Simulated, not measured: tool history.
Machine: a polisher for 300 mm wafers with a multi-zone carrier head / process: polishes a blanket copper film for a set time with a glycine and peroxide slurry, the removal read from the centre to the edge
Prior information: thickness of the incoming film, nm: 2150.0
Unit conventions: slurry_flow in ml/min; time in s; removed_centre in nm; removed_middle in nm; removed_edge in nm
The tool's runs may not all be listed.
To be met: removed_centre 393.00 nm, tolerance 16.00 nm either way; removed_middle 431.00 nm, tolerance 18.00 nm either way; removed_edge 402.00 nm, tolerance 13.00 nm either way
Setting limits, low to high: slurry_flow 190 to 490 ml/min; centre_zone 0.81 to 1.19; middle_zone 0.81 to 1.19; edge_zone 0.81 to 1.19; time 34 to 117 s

run    day  slurry_flow  centre_zone  middle_zone  edge_zone  time  removed_centre  removed_middle  removed_edge
  1  0.000          315         1.00         1.00       1.00    75          483.89          477.29        483.20
  2  0.133          315         0.98         1.00       0.97    73          460.11          465.74        468.51
  3  0.354          315         0.97         1.01       0.95    71          444.51          457.89        446.43
  4  0.492          315         1.02         1.01       0.95    71          463.49          460.13        442.23
  5  0.583          310         0.99         1.01       0.93    70          445.11          447.84        435.75
  6  0.904          310         0.97         1.02       0.91    69          433.72          448.12        416.89
  7  1.150          305         0.95         1.02       0.91    69          426.48          448.33        430.58
  8  1.433          305         0.94         1.02       0.90    68          414.02          437.70        417.27

Below are 5 possible settings for the next run. Only one of them brings all results inside the allowed miss of their targets. Which is it?
  A  1.717          375         0.88         0.99       0.89    60               ?               ?             ?
  B  1.717          300         0.88         0.98       0.98    70               ?               ?             ?
  C  1.717          240         0.97         1.08       0.94    65               ?               ?             ?
  D  1.717          340         0.89         1.03       0.91    70               ?               ?             ?
  E  1.717          310         0.81         0.99       0.96    69               ?               ?             ?

move  removed_centre  removed_middle  removed_edge
   A          350.89          378.22        375.51
   B          401.17          429.48        451.86
   C          398.54          423.43        403.99
   D          410.38          452.77        439.73
   E          367.27          428.39        441.99
A: takes the result that was furthest off past its target
B: meets the target for the result that was furthest off, but another lies outside its allowed miss
C: hits every target within its allowed miss
D: the biggest miss grows against the last run
E: takes the result that was furthest off past its target
Correct choice: C, which meets every target
